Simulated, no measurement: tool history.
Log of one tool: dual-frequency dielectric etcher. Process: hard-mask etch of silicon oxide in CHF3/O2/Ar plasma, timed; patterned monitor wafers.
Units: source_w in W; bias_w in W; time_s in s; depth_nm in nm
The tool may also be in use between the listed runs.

run  hour  source_w  bias_w  time_s  depth_nm
  1   0.0       820     233    20.0    48.635
  2   1.1       680     233    20.0    44.588
  3   3.6       680     265    20.0    46.757
  4   5.4       680     265    20.0    46.581
  5   8.3       680     265    18.5    43.240
  6   9.6       680     265    20.0    46.788
  7  11.2       520     236    20.0    39.777
  8  17.4       530     237    20.0    40.424

The next listed run, before its measurement:
  9  24.0       540     237    20.0         ?

Run 9 gave depth_nm 40.350 nm.
